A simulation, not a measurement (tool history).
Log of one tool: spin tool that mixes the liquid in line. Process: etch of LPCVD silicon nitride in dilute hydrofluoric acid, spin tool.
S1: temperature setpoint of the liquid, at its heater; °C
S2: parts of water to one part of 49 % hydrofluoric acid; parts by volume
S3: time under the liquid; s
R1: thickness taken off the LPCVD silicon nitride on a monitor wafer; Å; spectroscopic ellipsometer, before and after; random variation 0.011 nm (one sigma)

{"run": 1, "day": 0.0, "S1": 21, "S2": 60, "S3": 75, "R1": 5.0342}
{"run": 2, "day": 0.217, "S1": 20.5, "S2": 65, "S3": 70, "R1": 4.0366}
{"run": 3, "day": 0.467, "S1": 23.5, "S2": 65, "S3": 70, "R1": 4.7192}
{"run": 4, "day": 0.7, "S1": 23, "S2": 70, "S3": 70, "R1": 4.7116}
{"run": 5, "day": 0.829, "S1": 23, "S2": 70, "S3": 75, "R1": 4.7755}
{"run": 6, "day": 1.008, "S1": 22, "S2": 75, "S3": 70, "R1": 3.8762}
{"run": 7, "day": 1.379, "S1": 21.5, "S2": 75, "S3": 70, "R1": 3.7569}
{"run": 8, "day": 1.725, "S1": 21.5, "S2": 75, "S3": 70, "R1": 3.6859}

Run 9 comes next. What will it give?
{"run": 9, "day": 1.746, "S1": 21, "S2": 75, "S3": 70, "R1": "?"}

R1: 3.5945 Å
